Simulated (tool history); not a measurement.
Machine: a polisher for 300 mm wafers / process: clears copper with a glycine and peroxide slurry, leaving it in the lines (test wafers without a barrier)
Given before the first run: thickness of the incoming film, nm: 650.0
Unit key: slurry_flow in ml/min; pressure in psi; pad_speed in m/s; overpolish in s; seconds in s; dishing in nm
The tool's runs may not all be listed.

run,day,slurry_flow,pressure,pad_speed,overpolish,seconds,dishing
1,0,260,3.1,1.14,18,83.204,17.055
2,0.154,260,3.5,1.14,18,75.378,17.046
3,0.196,260,3.7,1.14,18,71.376,17.298
4,0.333,200,3.7,1.14,18,73.466,17.404
5,0.7,200,3.7,0.96,18,85.147,17.476
6,0.967,260,3.7,0.96,18,83.441,17.599

Predict the results of run 7:
7,1.238,260,3.7,0.96,18,?,?

seconds: 83.137 s
dishing: 17.322 nm
